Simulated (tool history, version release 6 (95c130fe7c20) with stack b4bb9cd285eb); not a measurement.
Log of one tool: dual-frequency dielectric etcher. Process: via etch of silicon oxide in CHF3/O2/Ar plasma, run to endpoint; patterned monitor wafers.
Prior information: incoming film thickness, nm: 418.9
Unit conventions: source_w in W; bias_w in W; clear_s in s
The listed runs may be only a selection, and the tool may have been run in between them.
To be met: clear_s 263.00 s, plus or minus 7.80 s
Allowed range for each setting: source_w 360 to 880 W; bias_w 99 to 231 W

run    day  source_w  bias_w  clear_s
  1  0.000       620     165   221.47
  2  0.079       580     160   227.80
  3  0.171       540     154   239.92
  4  0.471       520     152   245.73
  5  0.671       520     135   248.83
  6  0.967       520     154   239.58
  7  0.992       500     151   248.51
  8  1.054       500     151   249.10
  9  1.342       500     151   247.32

Next run, 5 choices. One meets every target within its allowed miss, the rest don't. Which?
  A  1.629       400     132        ?
  B  1.629       390     130        ?
  C  1.629       500     121        ?
  D  1.629       510     162        ?
  E  1.629       470     173        ?

move  clear_s
   A   282.01
   B   286.01
   C   265.60
   D   241.94
   E   244.47
A: pushes the last run's worst result past its target
B: pushes the last run's worst result past its target
C: every result lands within tolerance
D: its largest miss is bigger than the last run's
E: its largest miss is bigger than the last run's
Answer: C

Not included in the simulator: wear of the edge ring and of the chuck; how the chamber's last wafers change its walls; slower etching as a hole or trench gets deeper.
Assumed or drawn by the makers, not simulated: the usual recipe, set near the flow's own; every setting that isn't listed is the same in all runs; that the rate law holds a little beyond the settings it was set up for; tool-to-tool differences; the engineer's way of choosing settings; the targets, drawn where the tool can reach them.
